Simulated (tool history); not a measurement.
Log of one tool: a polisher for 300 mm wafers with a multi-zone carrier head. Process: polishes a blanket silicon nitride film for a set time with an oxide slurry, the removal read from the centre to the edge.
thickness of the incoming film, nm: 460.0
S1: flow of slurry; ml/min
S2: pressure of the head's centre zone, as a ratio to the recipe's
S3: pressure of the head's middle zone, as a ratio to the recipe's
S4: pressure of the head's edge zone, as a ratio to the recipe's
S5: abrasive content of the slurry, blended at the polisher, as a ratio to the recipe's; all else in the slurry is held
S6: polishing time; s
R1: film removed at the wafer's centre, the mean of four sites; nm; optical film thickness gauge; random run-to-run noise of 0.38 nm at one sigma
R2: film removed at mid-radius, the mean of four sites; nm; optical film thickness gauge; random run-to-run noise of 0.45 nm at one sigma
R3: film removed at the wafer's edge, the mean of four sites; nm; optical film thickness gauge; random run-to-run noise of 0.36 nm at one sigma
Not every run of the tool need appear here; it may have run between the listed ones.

Run 1, day 0.000: S1 240 ml/min, S2 1.00, S3 1.00, S4 1.00, S5 1.00, S6 74 s. Result: R1 38.936 nm, R2 41.848 nm, R3 40.448 nm.
Run 2, day 0.167: S1 240 ml/min, S2 1.00, S3 1.00, S4 1.00, S5 1.15, S6 74 s. Result: R1 41.931 nm, R2 44.361 nm, R3 44.173 nm.
Run 3, day 0.333: S1 240 ml/min, S2 1.00, S3 1.00, S4 1.00, S5 1.00, S6 74 s. Result: R1 39.553 nm, R2 42.598 nm, R3 41.703 nm.
Run 4, day 0.412: S1 240 ml/min, S2 1.00, S3 1.00, S4 0.94, S5 1.00, S6 74 s. Result: R1 38.815 nm, R2 40.348 nm, R3 38.929 nm.
Run 5, day 0.629: S1 235 ml/min, S2 0.98, S3 0.99, S4 0.93, S5 0.95, S6 74 s. Result: R1 36.313 nm, R2 39.500 nm, R3 38.122 nm.
Run 6, day 1.000: S1 235 ml/min, S2 0.97, S3 0.98, S4 0.92, S5 0.90, S6 74 s. Result: R1 35.848 nm, R2 38.267 nm, R3 37.041 nm.
Run 7, day 1.062: S1 230 ml/min, S2 0.95, S3 0.97, S4 0.91, S5 0.85, S6 74 s. Result: R1 34.028 nm, R2 36.351 nm, R3 35.832 nm.
Run 8, day 1.404: S1 220 ml/min, S2 0.85, S3 0.97, S4 0.85, S5 0.60, S6 73 s. Result: R1 22.545 nm, R2 27.246 nm, R3 26.438 nm.

Forecast run 9:
Run 9, day 1.442: S1 225 ml/min, S2 0.86, S3 0.97, S4 0.87, S5 0.60, S6 73 s. Result: R1 ?, R2 ?, R3 ?.

Run 9 measured R1 23.264 nm, R2 27.723 nm, R3 26.697 nm.

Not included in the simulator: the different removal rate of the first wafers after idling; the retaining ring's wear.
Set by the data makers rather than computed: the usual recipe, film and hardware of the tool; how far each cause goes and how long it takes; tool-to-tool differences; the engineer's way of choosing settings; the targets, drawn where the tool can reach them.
